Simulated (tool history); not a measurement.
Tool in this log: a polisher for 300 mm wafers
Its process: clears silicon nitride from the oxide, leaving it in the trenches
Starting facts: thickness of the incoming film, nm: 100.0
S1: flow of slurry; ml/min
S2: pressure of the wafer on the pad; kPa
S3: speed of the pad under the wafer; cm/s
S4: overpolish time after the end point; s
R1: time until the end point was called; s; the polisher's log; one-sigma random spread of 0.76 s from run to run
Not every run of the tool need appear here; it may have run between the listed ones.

run 1 day=0.000 | S1=290 S2=22.8 S3=98 S4=29 | R1=114.360
run 2 day=0.179 | S1=290 S2=24.1 S3=98 S4=29 | R1=107.380
run 3 day=0.542 | S1=290 S2=24.1 S3=98 S4=29 | R1=105.240
run 4 day=0.875 | S1=290 S2=24.1 S3=80 S4=29 | R1=123.120
run 5 day=1.225 | S1=290 S2=25.5 S3=82 S4=29 | R1=117.090
run 6 day=1.271 | S1=290 S2=26.9 S3=84 S4=29 | R1=108.250
run 7 day=1.621 | S1=295 S2=33.8 S3=100 S4=29 | R1=74.248

Expected results for the next run?
run 8 day=1.783 | S1=295 S2=35.2 S3=104 S4=29 | R1=?

Logged for run 8: R1 69.836 s.
